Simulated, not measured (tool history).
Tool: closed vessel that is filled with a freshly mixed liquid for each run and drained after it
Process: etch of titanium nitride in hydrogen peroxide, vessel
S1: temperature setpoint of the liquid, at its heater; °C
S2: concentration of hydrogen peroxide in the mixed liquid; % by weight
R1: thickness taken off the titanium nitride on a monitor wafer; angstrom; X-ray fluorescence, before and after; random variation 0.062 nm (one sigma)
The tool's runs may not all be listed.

run 1 hour=0 | S1=44 S2=18.5 time_in_the_liquid_(s)=155 | R1=61.146
run 2 hour=6.7 | S1=46.5 S2=18.5 time_in_the_liquid_(s)=155 | R1=74.105
run 3 hour=8.6 | S1=46.5 S2=15 time_in_the_liquid_(s)=155 | R1=71.303
run 4 hour=12.6 | S1=46.5 S2=15 time_in_the_liquid_(s)=155 | R1=70.26
run 5 hour=15.4 | S1=51 S2=15 time_in_the_liquid_(s)=155 | R1=97.952
run 6 hour=24.7 | S1=51 S2=15 time_in_the_liquid_(s)=155 | R1=98.076

The next listed run, before its measurement:
run 7 hour=32.3 | S1=52 S2=15 time_in_the_liquid_(s)=155 | R1=?

Run 7 gave R1 105.72 angstrom.

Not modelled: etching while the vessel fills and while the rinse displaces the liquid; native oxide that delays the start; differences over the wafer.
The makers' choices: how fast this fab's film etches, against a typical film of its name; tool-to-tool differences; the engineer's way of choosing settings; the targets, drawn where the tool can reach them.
